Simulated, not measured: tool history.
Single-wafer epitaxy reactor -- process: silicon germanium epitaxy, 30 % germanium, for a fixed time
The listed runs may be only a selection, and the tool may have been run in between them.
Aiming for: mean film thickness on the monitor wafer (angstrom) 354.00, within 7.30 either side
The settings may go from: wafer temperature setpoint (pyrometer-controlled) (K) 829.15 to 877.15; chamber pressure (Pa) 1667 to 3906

run  hour  wafer temperature setpoint (pyrometer-controlled) (K)  chamber pressure (Pa)  mean film thickness on the monitor wafer (angstrom)
  1   0.0                                                 853.15                   2786                                               424.78
  2   6.6                                                 853.15                   3013                                               436.94
  3  11.0                                                 859.15                   3013                                               495.76
  4  15.4                                                 853.15                   3013                                               439.64
  5  20.2                                                 849.15                   3000                                               399.55
  6  20.9                                                 849.15                   2573                                               374.96
  7  29.6                                                 848.15                   2573                                               368.84
  8  37.8                                                 847.15                   2573                                               360.51

Exactly one of the 4 candidate moves below puts every result within its allowed miss. Which one?
  A  46.0                                                 846.15                   2880                                                    ?
  B  46.0                                                 848.15                   2760                                                    ?
  C  46.0                                                 845.15                   2706                                                    ?
  D  46.0                                                 848.15                   2560                                                    ?

move  mean film thickness on the monitor wafer (angstrom)
   A                                               372.16
   B                                               382.63
   C                                               355.50
   D                                               371.80
A: the biggest miss grows against the last run
B: the biggest miss grows against the last run
C: hits every target within its allowed miss
D: the biggest miss grows against the last run
Answer: C
